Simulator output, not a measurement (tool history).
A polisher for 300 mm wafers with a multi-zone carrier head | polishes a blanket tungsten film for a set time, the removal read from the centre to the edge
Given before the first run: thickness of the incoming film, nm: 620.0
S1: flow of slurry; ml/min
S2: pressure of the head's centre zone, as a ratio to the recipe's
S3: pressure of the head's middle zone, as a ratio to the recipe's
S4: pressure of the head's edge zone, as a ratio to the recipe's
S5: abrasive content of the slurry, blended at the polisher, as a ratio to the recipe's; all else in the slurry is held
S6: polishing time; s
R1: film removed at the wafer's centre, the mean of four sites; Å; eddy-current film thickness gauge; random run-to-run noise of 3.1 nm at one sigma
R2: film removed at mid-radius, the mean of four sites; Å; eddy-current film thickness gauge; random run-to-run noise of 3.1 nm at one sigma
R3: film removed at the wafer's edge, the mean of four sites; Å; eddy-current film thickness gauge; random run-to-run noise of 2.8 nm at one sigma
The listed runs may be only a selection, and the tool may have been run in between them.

run  hour   S1    S2    S3    S4    S5  S6      R1      R2      R3
  1     0  125     1     1     1     1  31  2285.3  2316.6  2346.4
  2   0.6  105     1     1     1     1  31    2193  2201.3  2286.3
  3   8.4  105     1     1     1     1  36  2517.3  2629.5    2647
  4  13.5  105     1     1     1  1.15  36  2626.4  2760.1    2714
  5  17.2  105     1     1     1  1.35  36  2788.5  2860.7  2881.5
  6  22.9  115  1.02  1.01  0.99  1.35  36  2899.8  2949.6  2906.2

Estimate the outcome of run 7 from the log above:
  7  31.6  125  1.04  1.02  0.98  1.35  36   ?   ?   ?

R1: 3037.9 Å
R2: 3031.6 Å
R3: 2912.4 Å
